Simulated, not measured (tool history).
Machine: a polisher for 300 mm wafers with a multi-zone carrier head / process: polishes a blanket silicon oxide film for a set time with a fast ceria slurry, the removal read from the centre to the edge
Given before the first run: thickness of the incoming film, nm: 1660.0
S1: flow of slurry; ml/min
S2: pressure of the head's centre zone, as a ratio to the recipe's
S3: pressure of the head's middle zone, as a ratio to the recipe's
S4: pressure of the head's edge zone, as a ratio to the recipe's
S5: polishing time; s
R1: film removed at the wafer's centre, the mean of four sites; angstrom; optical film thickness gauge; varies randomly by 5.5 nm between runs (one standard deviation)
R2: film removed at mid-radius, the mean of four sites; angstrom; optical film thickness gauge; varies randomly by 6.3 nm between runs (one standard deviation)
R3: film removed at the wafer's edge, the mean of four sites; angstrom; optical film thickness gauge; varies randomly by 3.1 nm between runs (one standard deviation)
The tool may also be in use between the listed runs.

| run | hour | S1 | S2 | S3 | S4 | S5 | R1 | R2 | R3 |
|---|---|---|---|---|---|---|---|---|---|
| 1 | 0 | 250 | 1 | 1 | 1 | 36 | 6176.3 | 6143.2 | 6116.1 |
| 2 | 6.5 | 250 | 1 | 1 | 1 | 43 | 7537.7 | 7325.3 | 7282.8 |
| 3 | 11.9 | 195 | 1 | 1 | 1 | 43 | 7236.2 | 6916.1 | 7083.2 |
| 4 | 16.4 | 195 | 1 | 0.96 | 1 | 43 | 7235.2 | 6755.3 | 7118.5 |
| 5 | 23.5 | 195 | 1 | 1 | 1 | 43 | 7290.4 | 7059.8 | 7093.5 |
| 6 | 29 | 195 | 1 | 1.06 | 1 | 43 | 7192.7 | 7448.6 | 7073.7 |
| 7 | 37.2 | 180 | 0.93 | 0.96 | 0.9 | 33 | 5209.2 | 5232.8 | 5148.2 |
| 8 | 41.5 | 175 | 0.92 | 0.94 | 0.89 | 32 | 4946.7 | 4940 | 4960.3 |

Run 9, settings as shown, results not yet in. Your forecast:
| 9 | 47.1 | 170 | 0.92 | 0.93 | 0.88 | 31 | ? | ? | ? |

Logged for run 9: R1 4658.5 angstrom, R2 4759.2 angstrom, R3 4749 angstrom.
